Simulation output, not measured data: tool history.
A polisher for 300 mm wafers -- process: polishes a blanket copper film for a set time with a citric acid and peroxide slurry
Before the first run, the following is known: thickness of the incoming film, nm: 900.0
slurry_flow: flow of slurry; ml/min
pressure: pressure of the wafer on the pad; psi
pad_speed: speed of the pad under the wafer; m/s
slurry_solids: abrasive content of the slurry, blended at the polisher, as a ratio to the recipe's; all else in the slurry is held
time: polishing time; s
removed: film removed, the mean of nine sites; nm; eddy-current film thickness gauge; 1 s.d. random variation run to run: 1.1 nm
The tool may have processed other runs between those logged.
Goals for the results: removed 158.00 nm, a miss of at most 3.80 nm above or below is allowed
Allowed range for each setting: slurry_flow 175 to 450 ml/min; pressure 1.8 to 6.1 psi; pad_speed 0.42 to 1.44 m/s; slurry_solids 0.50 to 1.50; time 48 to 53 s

run  hour  slurry_flow  pressure  pad_speed  slurry_solids  time  removed
  1   0.0          290       3.9       0.92           1.00    53   125.76
  2   4.9          295       4.1       0.92           1.00    53   133.29
  3   9.5          300       4.3       0.92           1.00    53   139.15
  4  17.9          255       4.3       0.92           1.00    53   136.56
  5  19.7          255       4.3       0.74           1.00    53   118.93
  6  26.3          260       4.6       0.74           1.00    53   128.34
  7  31.9          265       4.8       0.74           1.00    53   133.82
  8  37.7          265       5.0       0.74           1.00    53   137.63
  9  45.7          265       5.2       0.74           1.00    53   142.78
 10  51.6          265       5.3       0.74           1.00    53   145.44
 11  55.3          265       5.4       0.74           1.00    53   149.48

Which single option among these 5 for the next run brings every result within its allowed miss of target? Just one does.
  A  59.0          265       6.1       0.94           0.70    49        ?
  B  59.0          240       5.8       0.76           1.00    52        ?
  C  59.0          250       5.4       0.76           1.00    53        ?
  D  59.0          235       5.6       0.96           0.85    53        ?
  E  59.0          215       5.4       0.76           1.15    48        ?

move  removed
   A   163.53
   B   156.68
   C   149.80
   D   171.04
   E   138.33
A: carries the result that was furthest off beyond its target, to the other side
B: meets every target
C: as far off as the last run
D: carries the result that was furthest off beyond its target, to the other side
E: moves away from the targets compared with the last run
So the answer is move B, the one that meets all the targets.

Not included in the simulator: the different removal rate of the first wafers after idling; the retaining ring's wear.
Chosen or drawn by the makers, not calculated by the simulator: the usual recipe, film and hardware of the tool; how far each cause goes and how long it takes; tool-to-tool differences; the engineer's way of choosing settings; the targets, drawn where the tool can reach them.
